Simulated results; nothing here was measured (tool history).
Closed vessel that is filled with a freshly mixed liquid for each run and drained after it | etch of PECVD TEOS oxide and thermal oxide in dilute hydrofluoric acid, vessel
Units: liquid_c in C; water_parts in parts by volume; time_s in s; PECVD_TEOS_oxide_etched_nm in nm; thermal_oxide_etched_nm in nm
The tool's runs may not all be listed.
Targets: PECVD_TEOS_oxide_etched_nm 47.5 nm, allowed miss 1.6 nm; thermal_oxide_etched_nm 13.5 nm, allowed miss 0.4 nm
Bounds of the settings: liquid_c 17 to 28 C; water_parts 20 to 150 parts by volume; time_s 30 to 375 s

run    day  liquid_c  water_parts  time_s  PECVD_TEOS_oxide_etched_nm  thermal_oxide_etched_nm
  1      0        20           85     190                      31.744                   9.0133
  2  0.171      23.5           85     190                      37.256                   10.515
  3  0.362      23.5           85     270                      51.842                   14.781
  4  0.483      23.5           85     325                      63.028                   17.985
  5    0.8        22           85     325                       58.25                   16.722
  6   1.05        21           85     325                      57.091                   16.156
  7  1.075        20           85     325                      54.613                   15.388
  8  1.329      19.5           85     325                      52.845                   15.253
  9  1.538        19           85     325                      52.083                   14.707

Which of these 4 next moves meets every target?
  A  1.746        24           80     275                           ?                        ?
  B  1.746        21           85     340                           ?                        ?
  C  1.746        21           90     355                           ?                        ?
  D  1.746      26.5           90     235                           ?                        ?

move  PECVD_TEOS_oxide_etched_nm  thermal_oxide_etched_nm
   A                      57.436                   16.407
   B                        58.8                   16.796
   C                      57.646                   16.467
   D                      47.551                   13.583
A: further off than the last run
B: further off than the last run
C: further off than the last run
D: meets every target
Answer: D
